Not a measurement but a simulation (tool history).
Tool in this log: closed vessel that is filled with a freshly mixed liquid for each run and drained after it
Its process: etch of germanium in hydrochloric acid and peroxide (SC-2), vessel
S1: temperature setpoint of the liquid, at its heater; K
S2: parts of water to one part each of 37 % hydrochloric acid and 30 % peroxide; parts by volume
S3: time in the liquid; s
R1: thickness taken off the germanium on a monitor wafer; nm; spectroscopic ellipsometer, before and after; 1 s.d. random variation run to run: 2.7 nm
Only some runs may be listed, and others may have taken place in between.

{"run": 1, "day": 0.0, "S1": 334.15, "S2": 5, "S3": 90, "R1": 345.66}
{"run": 2, "day": 0.138, "S1": 339.65, "S2": 5, "S3": 90, "R1": 418.22}
{"run": 3, "day": 0.188, "S1": 338.15, "S2": 5, "S3": 90, "R1": 397.81}
{"run": 4, "day": 0.479, "S1": 338.15, "S2": 4, "S3": 90, "R1": 392.82}
{"run": 5, "day": 0.588, "S1": 338.15, "S2": 4, "S3": 100, "R1": 446.09}
{"run": 6, "day": 0.821, "S1": 336.65, "S2": 4, "S3": 100, "R1": 419.88}
{"run": 7, "day": 1.092, "S1": 328.65, "S2": 4, "S3": 100, "R1": 326.74}

What does the tool deliver on the next run?
{"run": 8, "day": 1.404, "S1": 328.15, "S2": 4, "S3": 100, "R1": "?"}

R1: 326.13 nm
